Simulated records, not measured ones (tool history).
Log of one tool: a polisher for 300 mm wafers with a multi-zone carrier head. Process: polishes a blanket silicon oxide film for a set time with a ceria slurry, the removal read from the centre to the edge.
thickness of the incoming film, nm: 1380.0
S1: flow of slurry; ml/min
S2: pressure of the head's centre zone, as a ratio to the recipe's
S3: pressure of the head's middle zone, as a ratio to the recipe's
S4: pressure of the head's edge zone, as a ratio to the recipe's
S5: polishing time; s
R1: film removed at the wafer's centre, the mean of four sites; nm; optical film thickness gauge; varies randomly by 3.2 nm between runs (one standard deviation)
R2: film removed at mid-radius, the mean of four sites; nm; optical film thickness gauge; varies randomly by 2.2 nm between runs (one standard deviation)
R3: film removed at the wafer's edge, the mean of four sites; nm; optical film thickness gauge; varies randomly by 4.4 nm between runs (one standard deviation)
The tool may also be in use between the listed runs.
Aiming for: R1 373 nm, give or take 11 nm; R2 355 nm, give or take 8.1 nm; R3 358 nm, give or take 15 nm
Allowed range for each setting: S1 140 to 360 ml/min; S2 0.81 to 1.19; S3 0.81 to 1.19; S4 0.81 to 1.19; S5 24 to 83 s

{"run": 1, "hour": 0.0, "S1": 230, "S2": 1, "S3": 1, "S4": 1, "S5": 53, "R1": 259.26, "R2": 257.14, "R3": 262.2}
{"run": 2, "hour": 5.7, "S1": 285, "S2": 1, "S3": 1, "S4": 1, "S5": 53, "R1": 264.53, "R2": 268.56, "R3": 270.59}
{"run": 3, "hour": 9.4, "S1": 260, "S2": 1, "S3": 1, "S4": 1, "S5": 53, "R1": 257.97, "R2": 262.84, "R3": 262.41}
{"run": 4, "hour": 12.7, "S1": 260, "S2": 1, "S3": 1, "S4": 1, "S5": 58, "R1": 281.61, "R2": 293.38, "R3": 283.45}
{"run": 5, "hour": 18.5, "S1": 260, "S2": 1.05, "S3": 1, "S4": 1, "S5": 58, "R1": 301.59, "R2": 290.01, "R3": 291.06}
{"run": 6, "hour": 20.1, "S1": 265, "S2": 1.06, "S3": 1.01, "S4": 1.02, "S5": 58, "R1": 307.28, "R2": 292.81, "R3": 300.57}
{"run": 7, "hour": 24.1, "S1": 270, "S2": 1.07, "S3": 1.03, "S4": 1.03, "S5": 58, "R1": 305.93, "R2": 299.03, "R3": 292.86}
{"run": 8, "hour": 25.9, "S1": 275, "S2": 1.08, "S3": 1.03, "S4": 1.04, "S5": 59, "R1": 314.8, "R2": 305.35, "R3": 307.67}
{"run": 9, "hour": 29.7, "S1": 275, "S2": 1.08, "S3": 1.03, "S4": 1.04, "S5": 59, "R1": 314.13, "R2": 302.52, "R3": 306.03}

4 candidate next runs follow, results not yet known. Just one meets every target within its allowed miss. Identify it.
{"run": "A", "hour": 33.5, "S1": 235, "S2": 0.98, "S3": 0.9, "S4": 0.84, "S5": 78, "R1": "?", "R2": "?", "R3": "?"}
{"run": "B", "hour": 33.5, "S1": 270, "S2": 1.12, "S3": 0.87, "S4": 1.15, "S5": 71, "R1": "?", "R2": "?", "R3": "?"}
{"run": "C", "hour": 33.5, "S1": 205, "S2": 0.99, "S3": 1.05, "S4": 1.01, "S5": 76, "R1": "?", "R2": "?", "R3": "?"}
{"run": "D", "hour": 33.5, "S1": 265, "S2": 0.9, "S3": 0.81, "S4": 1.19, "S5": 58, "R1": "?", "R2": "?", "R3": "?"}

move=A R1=369.49 R2=350.12 R3=362.39
move=B R1=392.11 R2=315.65 R3=388.62
move=C R1=356.07 R2=376.64 R3=378.31
move=D R1=256.25 R2=244.21 R3=322.88
A: every result lands within tolerance
B: closer than the last run, but not yet in spec
C: the result that was furthest off in the last run now lies on the other side of its target
D: further off than the last run
The right move is A.

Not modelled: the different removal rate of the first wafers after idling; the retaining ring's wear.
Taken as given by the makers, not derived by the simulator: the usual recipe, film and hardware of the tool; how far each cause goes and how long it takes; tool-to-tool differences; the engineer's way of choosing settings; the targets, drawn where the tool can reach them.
